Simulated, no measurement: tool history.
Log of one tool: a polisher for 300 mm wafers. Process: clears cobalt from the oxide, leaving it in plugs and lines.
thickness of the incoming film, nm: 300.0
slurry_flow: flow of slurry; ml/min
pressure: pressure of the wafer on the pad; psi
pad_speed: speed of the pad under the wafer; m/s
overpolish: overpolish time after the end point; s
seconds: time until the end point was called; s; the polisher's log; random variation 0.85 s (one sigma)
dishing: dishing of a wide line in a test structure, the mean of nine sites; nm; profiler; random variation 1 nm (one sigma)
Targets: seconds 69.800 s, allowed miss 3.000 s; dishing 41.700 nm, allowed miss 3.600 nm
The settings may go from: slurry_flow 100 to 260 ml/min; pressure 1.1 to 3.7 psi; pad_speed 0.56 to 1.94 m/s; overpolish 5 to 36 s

Run 1, hour 0.0: slurry_flow 165 ml/min, pressure 2.4 psi, pad_speed 1.24 m/s, overpolish 18 s. Result: seconds 39.769 s, dishing 49.198 nm.
Run 2, hour 4.2: slurry_flow 165 ml/min, pressure 2.1 psi, pad_speed 1.22 m/s, overpolish 17 s. Result: seconds 46.552 s, dishing 47.047 nm.
Run 3, hour 7.0: slurry_flow 165 ml/min, pressure 1.9 psi, pad_speed 1.22 m/s, overpolish 16 s. Result: seconds 51.188 s, dishing 47.834 nm.
Run 4, hour 13.4: slurry_flow 165 ml/min, pressure 1.8 psi, pad_speed 1.20 m/s, overpolish 13 s. Result: seconds 54.301 s, dishing 43.751 nm.
Run 5, hour 22.2: slurry_flow 205 ml/min, pressure 1.8 psi, pad_speed 1.20 m/s, overpolish 13 s. Result: seconds 53.082 s, dishing 42.256 nm.
Run 6, hour 24.5: slurry_flow 205 ml/min, pressure 1.8 psi, pad_speed 1.20 m/s, overpolish 20 s. Result: seconds 52.697 s, dishing 51.909 nm.
Run 7, hour 31.7: slurry_flow 195 ml/min, pressure 1.2 psi, pad_speed 1.18 m/s, overpolish 13 s. Result: seconds 79.815 s, dishing 34.576 nm.
Run 8, hour 33.3: slurry_flow 195 ml/min, pressure 1.3 psi, pad_speed 1.18 m/s, overpolish 14 s. Result: seconds 74.052 s, dishing 35.403 nm.
Run 9, hour 41.7: slurry_flow 195 ml/min, pressure 1.3 psi, pad_speed 1.18 m/s, overpolish 23 s. Result: seconds 74.660 s, dishing 47.539 nm.
Run 10, hour 42.3: slurry_flow 195 ml/min, pressure 1.3 psi, pad_speed 1.18 m/s, overpolish 22 s. Result: seconds 73.463 s, dishing 47.764 nm.
Run 11, hour 43.8: slurry_flow 195 ml/min, pressure 1.3 psi, pad_speed 1.18 m/s, overpolish 21 s. Result: seconds 75.774 s, dishing 46.572 nm.
Run 12, hour 46.1: slurry_flow 200 ml/min, pressure 1.3 psi, pad_speed 1.18 m/s, overpolish 20 s. Result: seconds 74.801 s, dishing 45.423 nm.

5 next moves are on the table. One of them brings every result within its allowed miss. Which?
Run A, hour 48.4: slurry_flow 230 ml/min, pressure 1.3 psi, pad_speed 1.26 m/s, overpolish 10 s. Result: seconds ?, dishing ?.
Run B, hour 48.4: slurry_flow 180 ml/min, pressure 1.4 psi, pad_speed 1.30 m/s, overpolish 10 s. Result: seconds ?, dishing ?.
Run C, hour 48.4: slurry_flow 170 ml/min, pressure 2.0 psi, pad_speed 0.82 m/s, overpolish 29 s. Result: seconds ?, dishing ?.
Run D, hour 48.4: slurry_flow 200 ml/min, pressure 1.3 psi, pad_speed 1.24 m/s, overpolish 16 s. Result: seconds ?, dishing ?.
Run E, hour 48.4: slurry_flow 185 ml/min, pressure 1.1 psi, pad_speed 1.24 m/s, overpolish 20 s. Result: seconds ?, dishing ?.

move  seconds  dishing
   A   67.915   33.151
   B   62.879   34.759
   C   70.084   52.672
   D   69.892   42.487
   E   82.424   43.746
A: brings the result that was furthest off to its target, and leaves another outside
B: takes the result that was furthest off past its target
C: brings the result that was furthest off to its target, and leaves another outside
D: meets every target
E: further off than the last run
Answer: D
